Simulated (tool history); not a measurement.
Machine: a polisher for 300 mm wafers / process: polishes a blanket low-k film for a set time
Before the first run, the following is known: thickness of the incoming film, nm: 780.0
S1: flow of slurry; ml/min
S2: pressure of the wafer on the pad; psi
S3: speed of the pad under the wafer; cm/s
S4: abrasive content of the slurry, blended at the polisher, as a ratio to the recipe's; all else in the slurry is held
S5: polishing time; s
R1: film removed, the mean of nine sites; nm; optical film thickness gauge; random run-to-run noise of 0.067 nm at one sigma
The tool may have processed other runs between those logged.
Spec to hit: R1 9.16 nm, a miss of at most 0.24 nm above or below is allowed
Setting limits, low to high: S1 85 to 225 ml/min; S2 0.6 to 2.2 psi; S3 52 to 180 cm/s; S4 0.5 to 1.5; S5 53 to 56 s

{"run": 1, "hour": 0.0, "S1": 145, "S2": 1.4, "S3": 116, "S4": 1, "S5": 53, "R1": 19.428}
{"run": 2, "hour": 7.2, "S1": 145, "S2": 1.4, "S3": 128, "S4": 1, "S5": 53, "R1": 21.004}
{"run": 3, "hour": 10.4, "S1": 145, "S2": 1.4, "S3": 128, "S4": 0.8, "S5": 53, "R1": 17.6}
{"run": 4, "hour": 18.5, "S1": 145, "S2": 1.1, "S3": 128, "S4": 0.8, "S5": 53, "R1": 13.782}
{"run": 5, "hour": 25.0, "S1": 145, "S2": 1.1, "S3": 142, "S4": 0.8, "S5": 53, "R1": 15.121}
{"run": 6, "hour": 32.4, "S1": 135, "S2": 0.9, "S3": 140, "S4": 0.8, "S5": 53, "R1": 12.05}
{"run": 7, "hour": 40.9, "S1": 120, "S2": 0.8, "S3": 140, "S4": 0.8, "S5": 53, "R1": 10.588}
{"run": 8, "hour": 45.9, "S1": 110, "S2": 0.8, "S3": 140, "S4": 0.8, "S5": 53, "R1": 10.274}
{"run": 9, "hour": 53.2, "S1": 105, "S2": 0.8, "S3": 140, "S4": 0.8, "S5": 53, "R1": 10.215}
{"run": 10, "hour": 61.7, "S1": 100, "S2": 0.8, "S3": 140, "S4": 0.8, "S5": 53, "R1": 10.189}
{"run": 11, "hour": 69.0, "S1": 95, "S2": 0.6, "S3": 140, "S4": 0.8, "S5": 53, "R1": 7.5515}
{"run": 12, "hour": 69.8, "S1": 135, "S2": 0.6, "S3": 140, "S4": 0.8, "S5": 53, "R1": 8.2557}
{"run": 13, "hour": 75.7, "S1": 145, "S2": 0.6, "S3": 140, "S4": 0.8, "S5": 53, "R1": 8.3883}
{"run": 14, "hour": 79.3, "S1": 155, "S2": 0.6, "S3": 140, "S4": 0.8, "S5": 53, "R1": 8.3964}
{"run": 15, "hour": 83.7, "S1": 160, "S2": 0.6, "S3": 140, "S4": 0.8, "S5": 53, "R1": 8.5647}
{"run": 16, "hour": 85.7, "S1": 165, "S2": 0.6, "S3": 140, "S4": 0.8, "S5": 53, "R1": 8.7231}
{"run": 17, "hour": 87.2, "S1": 170, "S2": 0.6, "S3": 140, "S4": 0.8, "S5": 53, "R1": 8.8096}
{"run": 18, "hour": 95.3, "S1": 175, "S2": 0.6, "S3": 140, "S4": 0.8, "S5": 53, "R1": 8.6895}

Below are 4 possible settings for the next run. Only one of them brings all results inside the allowed miss of their targets. Which is it?
{"run": "A", "hour": 103.4, "S1": 175, "S2": 0.6, "S3": 132, "S4": 0.8, "S5": 53, "R1": "?"}
{"run": "B", "hour": 103.4, "S1": 150, "S2": 0.7, "S3": 122, "S4": 0.85, "S5": 56, "R1": "?"}
{"run": "C", "hour": 103.4, "S1": 175, "S2": 0.7, "S3": 148, "S4": 0.7, "S5": 53, "R1": "?"}
{"run": "D", "hour": 103.4, "S1": 150, "S2": 0.7, "S3": 112, "S4": 0.8, "S5": 55, "R1": "?"}

move=A R1=8.2923
move=B R1=9.7646
move=C R1=9.1442
move=D R1=8.485
A: the biggest miss grows against the last run
B: the result that was furthest off in the last run now lies on the other side of its target
C: all results land within tolerance of their targets
D: the biggest miss grows against the last run
Answer: C

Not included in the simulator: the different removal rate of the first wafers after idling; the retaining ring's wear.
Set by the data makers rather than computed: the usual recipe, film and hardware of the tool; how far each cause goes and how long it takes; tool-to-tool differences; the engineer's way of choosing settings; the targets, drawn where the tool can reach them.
